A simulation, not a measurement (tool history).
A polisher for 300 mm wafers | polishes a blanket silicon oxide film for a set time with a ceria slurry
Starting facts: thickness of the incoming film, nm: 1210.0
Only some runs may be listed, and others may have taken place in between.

run,hour,flow of slurry (ml/min),pressure of the wafer on the pad (kPa),speed of the pad under the wafer (cm/s),polishing time (s),film removed (nm)
1,0.0,205,22.1,128,47,307.46
2,2.8,210,23.4,128,47,326.54
3,9.8,210,24.8,128,47,347.60
4,18.6,210,25.5,128,47,345.66
5,20.2,210,29.0,128,47,390.73
6,22.7,215,29.6,128,47,407.98
7,29.3,220,29.6,128,47,407.71

Predict the results of run 8:
8,34.9,225,29.6,128,47,?

{"run 8": {"film removed (nm)": 410.61}}
